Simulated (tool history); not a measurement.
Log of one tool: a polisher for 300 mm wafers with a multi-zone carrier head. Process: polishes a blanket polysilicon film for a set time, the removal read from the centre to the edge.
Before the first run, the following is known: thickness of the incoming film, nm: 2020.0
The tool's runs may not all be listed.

run  hour  flow of slurry (ml/min)  pressure of the head's centre zone  pressure of the head's middle zone  pressure of the head's edge zone  polishing time (s)  film removed at the wafer's centre (nm)  film removed at mid-radius (nm)  film removed at the wafer's edge (nm)
  1     0                      285                                   1                                   1                                 1                  62                                   654.06                           637.16                                 622.14
  2   5.4                      285                                0.92                                   1                                 1                  62                                   584.33                           635.07                                 623.45
  3  13.9                      275                                0.91                                0.96                              0.95                  58                                   547.75                           578.28                                 561.46
  4  20.8                      275                                0.91                                0.96                              0.99                  58                                   557.08                            573.3                                 571.11
  5    22                      265                                0.88                                0.93                              0.98                  55                                   500.14                           526.77                                 536.87
  6  28.8                      265                                0.81                                0.93                              0.98                  55                                   467.59                           530.57                                 542.46
  7  35.9                      250                                0.82                                 0.9                              0.95                  54                                   458.48                           500.65                                    523
  8  43.4                      245                                0.83                                0.88                              0.91                  53                                   462.44                           485.49                                 497.09
  9  48.5                      245                                0.83                                0.88                              0.91                  53                                   453.78                           483.18                                 500.57
 10  56.3                      235                                0.83                                0.87                              0.89                  53                                   451.68                           471.23                                 490.43

For run 11, what comes out?
 11  59.4                      225                                0.83                                0.87                              0.87                  53                                        ?                                ?                                      ?

film removed at the wafer's centre (nm): 445.8
film removed at mid-radius (nm): 474.82
film removed at the wafer's edge (nm): 482.89
